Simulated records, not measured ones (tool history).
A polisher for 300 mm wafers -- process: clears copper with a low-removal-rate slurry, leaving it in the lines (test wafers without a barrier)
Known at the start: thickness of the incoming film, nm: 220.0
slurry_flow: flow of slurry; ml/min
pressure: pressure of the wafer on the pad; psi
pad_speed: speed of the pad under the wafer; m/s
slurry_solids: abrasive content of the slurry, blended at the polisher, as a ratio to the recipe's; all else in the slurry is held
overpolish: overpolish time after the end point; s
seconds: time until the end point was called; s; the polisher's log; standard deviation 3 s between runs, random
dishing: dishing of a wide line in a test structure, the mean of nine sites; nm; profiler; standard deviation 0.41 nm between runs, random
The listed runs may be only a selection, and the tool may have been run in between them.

run 1 day=0.000 | slurry_flow=180 pressure=2.2 pad_speed=0.82 slurry_solids=1.0 overpolish=29 | seconds=148.87 dishing=29.337
run 2 day=0.279 | slurry_flow=180 pressure=2.2 pad_speed=0.82 slurry_solids=1.1 overpolish=29 | seconds=148.81 dishing=30.003
run 3 day=0.383 | slurry_flow=180 pressure=1.9 pad_speed=0.82 slurry_solids=1.1 overpolish=29 | seconds=172.93 dishing=25.841
run 4 day=0.562 | slurry_flow=180 pressure=1.9 pad_speed=0.98 slurry_solids=1.1 overpolish=29 | seconds=143.77 dishing=31.073
run 5 day=0.583 | slurry_flow=180 pressure=1.8 pad_speed=0.98 slurry_solids=1.1 overpolish=29 | seconds=153.25 dishing=29.845
run 6 day=0.608 | slurry_flow=180 pressure=1.8 pad_speed=0.98 slurry_solids=1.1 overpolish=22 | seconds=150.24 dishing=23.326
run 7 day=0.958 | slurry_flow=180 pressure=1.7 pad_speed=0.98 slurry_solids=1.1 overpolish=23 | seconds=158.26 dishing=22.971
run 8 day=1.000 | slurry_flow=180 pressure=1.6 pad_speed=0.98 slurry_solids=1.1 overpolish=24 | seconds=169.32 dishing=22.222
run 9 day=1.108 | slurry_flow=180 pressure=1.5 pad_speed=0.98 slurry_solids=1.1 overpolish=25 | seconds=181.10 dishing=21.949
run 10 day=1.346 | slurry_flow=180 pressure=1.5 pad_speed=0.98 slurry_solids=1.1 overpolish=25 | seconds=177.35 dishing=21.968

What does the tool deliver on the next run?
run 11 day=1.562 | slurry_flow=180 pressure=1.4 pad_speed=0.98 slurry_solids=1.1 overpolish=25 | seconds=? dishing=?

Run 11 produced seconds 186.58 s, dishing 20.597 nm.
